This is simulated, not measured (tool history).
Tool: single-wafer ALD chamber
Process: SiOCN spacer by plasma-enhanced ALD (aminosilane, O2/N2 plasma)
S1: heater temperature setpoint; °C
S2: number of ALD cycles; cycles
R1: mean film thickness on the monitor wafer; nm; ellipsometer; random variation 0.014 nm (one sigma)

| run | day | S1 | S2 | R1 |
|---|---|---|---|---|
| 1 | 0 | 405 | 79 | 4.6249 |
| 2 | 0.229 | 401 | 85 | 5.0547 |
| 3 | 0.442 | 398 | 88 | 5.2863 |
| 4 | 0.475 | 403 | 88 | 5.1897 |
|  | 0.771 | thermocouple changed; heater temperature recalibrated |
| 5 | 0.771 | 399 | 90 | 5.4373 |
| 6 | 0.833 | 392 | 90 | 5.4373 |
| 7 | 0.946 | 392 | 92 | 5.5629 |

The next listed run, before its measurement:
| 8 | 1.212 | 392 | 93 | ? |

{"run 8": {"R1": 5.598}}
